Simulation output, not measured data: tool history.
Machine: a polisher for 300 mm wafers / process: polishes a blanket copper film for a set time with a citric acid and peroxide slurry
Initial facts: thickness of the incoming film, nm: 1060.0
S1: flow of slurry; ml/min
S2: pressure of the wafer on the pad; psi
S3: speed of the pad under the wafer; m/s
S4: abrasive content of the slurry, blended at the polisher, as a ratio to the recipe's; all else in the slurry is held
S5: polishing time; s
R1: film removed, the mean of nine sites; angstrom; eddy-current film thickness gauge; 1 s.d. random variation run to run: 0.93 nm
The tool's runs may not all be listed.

| run | day | S1 | S2 | S3 | S4 | S5 | R1 |
|---|---|---|---|---|---|---|---|
| 1 | 0 | 300 | 3 | 0.98 | 1 | 52 | 971.19 |
| 2 | 0.246 | 300 | 3 | 0.78 | 1 | 52 | 783.88 |
| 3 | 0.388 | 350 | 3 | 0.78 | 1 | 52 | 792.29 |
| 4 | 0.671 | 350 | 3.4 | 0.8 | 1 | 52 | 922.98 |
| 5 | 0.942 | 350 | 3.4 | 0.8 | 1 | 52 | 923.21 |
| 6 | 0.979 | 350 | 3.7 | 0.82 | 1 | 52 | 1013.3 |
| 7 | 1.183 | 355 | 3.9 | 0.84 | 1 | 52 | 1101 |
| 8 | 1.525 | 360 | 4.1 | 0.86 | 1 | 52 | 1171.9 |
| 9 | 1.717 | 360 | 4.2 | 0.88 | 1 | 52 | 1230.9 |

Run 10, settings as shown, results not yet in. Your forecast:
| 10 | 1.746 | 365 | 4.3 | 0.9 | 1 | 52 | ? |

{"run 10": {"R1": 1294.3}}
